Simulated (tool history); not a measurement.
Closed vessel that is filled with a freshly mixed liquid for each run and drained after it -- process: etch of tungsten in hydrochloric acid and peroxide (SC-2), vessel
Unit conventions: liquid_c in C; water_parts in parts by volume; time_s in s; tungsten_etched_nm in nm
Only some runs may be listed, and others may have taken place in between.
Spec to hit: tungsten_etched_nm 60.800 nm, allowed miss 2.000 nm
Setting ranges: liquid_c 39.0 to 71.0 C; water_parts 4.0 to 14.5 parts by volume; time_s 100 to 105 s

run  hour  liquid_c  water_parts  time_s  tungsten_etched_nm
  1   0.0      55.0          8.0     100              25.628
  2   6.5      55.0          6.0     100              32.114
  3  15.7      56.5          6.0     100              34.999
  4  25.0      56.5          4.0     100              47.756
  5  27.2      57.0          4.0     100              48.389
  6  35.8      57.0          6.5     100              34.118
  7  43.3      58.5          6.5     100              38.158
  8  47.3      58.5          6.5     100              37.455
     49.8  -- thermometer replaced
  9  49.8      59.5          6.5     100              46.227
 10  58.2      60.0          6.5     100              47.128
 11  65.5      60.5          6.5     100              48.430

Consider the 5 candidate settings below. Which is the only one whose results all fall within their allowed miss of target?
  A  72.8      52.0          5.0     105                   ?
  B  72.8      56.0          4.0     105                   ?
  C  72.8      64.5          8.0     105                   ?
  D  72.8      61.5          5.5     105                   ?
  E  72.8      60.0          4.5     105                   ?

move  tungsten_etched_nm
   A              35.825
   B              54.219
   C              55.408
   D              61.408
   E              64.520
A: further off than the last run
B: nearer than the last run, and not there yet
C: nearer than the last run, and not there yet
D: hits every target within its allowed miss
E: carries the result that was furthest off beyond its target, to the other side
D is the move that brings every result within its allowed miss.

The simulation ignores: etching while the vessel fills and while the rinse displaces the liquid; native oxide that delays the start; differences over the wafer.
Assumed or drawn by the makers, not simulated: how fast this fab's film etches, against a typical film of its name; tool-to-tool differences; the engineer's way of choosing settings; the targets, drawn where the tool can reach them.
